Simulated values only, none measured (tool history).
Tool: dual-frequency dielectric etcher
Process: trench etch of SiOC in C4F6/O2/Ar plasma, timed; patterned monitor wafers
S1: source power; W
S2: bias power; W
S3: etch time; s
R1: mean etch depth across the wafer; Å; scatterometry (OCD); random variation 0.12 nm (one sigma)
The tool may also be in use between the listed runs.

run 1 hour=0.0 | S1=450 S2=162 S3=11.0 | R1=228.04
run 2 hour=2.9 | S1=450 S2=162 S3=11.0 | R1=229.24
run 3 hour=11.3 | S1=450 S2=189 S3=11.0 | R1=241.20
run 4 hour=20.0 | S1=450 S2=213 S3=11.0 | R1=255.89
run 5 hour=24.1 | S1=410 S2=197 S3=11.0 | R1=234.38
run 6 hour=25.8 | S1=410 S2=197 S3=11.0 | R1=235.97
run 7 hour=31.9 | S1=380 S2=188 S3=11.0 | R1=223.52
run 8 hour=32.6 | S1=290 S2=156 S3=10.5 | R1=174.33
run 9 hour=33.2 | S1=290 S2=156 S3=10.5 | R1=172.27
run 10 hour=34.7 | S1=380 S2=166 S3=10.5 | R1=202.02
run 11 hour=37.8 | S1=370 S2=165 S3=10.5 | R1=200.29
run 12 hour=42.7 | S1=370 S2=165 S3=10.5 | R1=201.26

Forecast run 13:
run 13 hour=51.1 | S1=360 S2=164 S3=10.5 | R1=?

R1: 198.84 Å
